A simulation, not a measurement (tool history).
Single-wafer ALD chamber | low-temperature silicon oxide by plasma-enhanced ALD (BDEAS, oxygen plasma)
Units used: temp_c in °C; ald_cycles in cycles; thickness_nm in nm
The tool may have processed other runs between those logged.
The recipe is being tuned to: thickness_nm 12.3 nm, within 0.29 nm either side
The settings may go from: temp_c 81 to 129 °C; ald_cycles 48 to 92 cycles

Run 1, day 0: temp_c 105 °C, ald_cycles 70 cycles. Result: thickness_nm 10.886 nm.
Run 2, day 0.304: temp_c 104 °C, ald_cycles 72 cycles. Result: thickness_nm 11.102 nm.
Run 3, day 0.654: temp_c 104 °C, ald_cycles 74 cycles. Result: thickness_nm 11.507 nm.
Run 4, day 0.7: temp_c 104 °C, ald_cycles 65 cycles. Result: thickness_nm 10.089 nm.
Run 5, day 1.075: temp_c 104 °C, ald_cycles 68 cycles. Result: thickness_nm 10.53 nm.
Run 6, day 1.154: temp_c 112 °C, ald_cycles 68 cycles. Result: thickness_nm 10.45 nm.
Run 7, day 1.442: temp_c 112 °C, ald_cycles 71 cycles. Result: thickness_nm 10.977 nm.
Run 8, day 1.746: temp_c 112 °C, ald_cycles 73 cycles. Result: thickness_nm 11.169 nm.
Run 9, day 2.112: temp_c 112 °C, ald_cycles 75 cycles. Result: thickness_nm 11.502 nm.
Run 10, day 2.483: temp_c 112 °C, ald_cycles 76 cycles. Result: thickness_nm 11.639 nm.
Run 11, day 2.65: temp_c 112 °C, ald_cycles 77 cycles. Result: thickness_nm 11.726 nm.
Run 12, day 2.846: temp_c 112 °C, ald_cycles 77 cycles. Result: thickness_nm 11.828 nm.
Run 13, day 3.192: temp_c 112 °C, ald_cycles 78 cycles. Result: thickness_nm 11.862 nm.

Which of these 5 next moves meets every target?
Run A, day 3.538: temp_c 106 °C, ald_cycles 74 cycles. Result: thickness_nm ?.
Run B, day 3.538: temp_c 112 °C, ald_cycles 80 cycles. Result: thickness_nm ?.
Run C, day 3.538: temp_c 113 °C, ald_cycles 72 cycles. Result: thickness_nm ?.
Run D, day 3.538: temp_c 120 °C, ald_cycles 76 cycles. Result: thickness_nm ?.
Run E, day 3.538: temp_c 113 °C, ald_cycles 71 cycles. Result: thickness_nm ?.

move  thickness_nm
   A        11.441
   B         12.25
   C        11.007
   D        11.487
   E        10.854
A: its largest miss is bigger than the last run's
B: all results land within tolerance of their targets
C: its largest miss is bigger than the last run's
D: its largest miss is bigger than the last run's
E: its largest miss is bigger than the last run's
B meets every target.

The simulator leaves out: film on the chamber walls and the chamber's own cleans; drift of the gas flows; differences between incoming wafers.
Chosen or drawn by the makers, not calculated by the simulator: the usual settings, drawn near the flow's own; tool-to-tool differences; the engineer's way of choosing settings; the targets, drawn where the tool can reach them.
